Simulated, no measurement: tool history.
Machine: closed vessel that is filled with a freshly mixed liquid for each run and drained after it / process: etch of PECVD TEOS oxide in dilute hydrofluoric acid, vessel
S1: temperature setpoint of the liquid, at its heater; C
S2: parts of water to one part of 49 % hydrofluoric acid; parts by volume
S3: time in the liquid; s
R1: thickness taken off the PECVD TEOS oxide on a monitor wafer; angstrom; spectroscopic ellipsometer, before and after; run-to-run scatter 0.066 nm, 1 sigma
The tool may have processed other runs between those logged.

run,day,S1,S2,S3,R1
1,0,25,205,80,85.81
2,0.292,27.5,185,80,106.83
3,0.592,29,175,80,119.75
4,0.883,30,165,80,133.74
5,1.012,31,160,80,143.9
6,1.225,31,160,60,107.1
7,1.5,31.5,140,60,128.71
8,1.592,32,130,60,142.89
9,1.65,32.5,125,60,152.3

For run 10, what comes out?
10,1.862,33,110,60,?

{"run 10": {"R1": 179.29}}
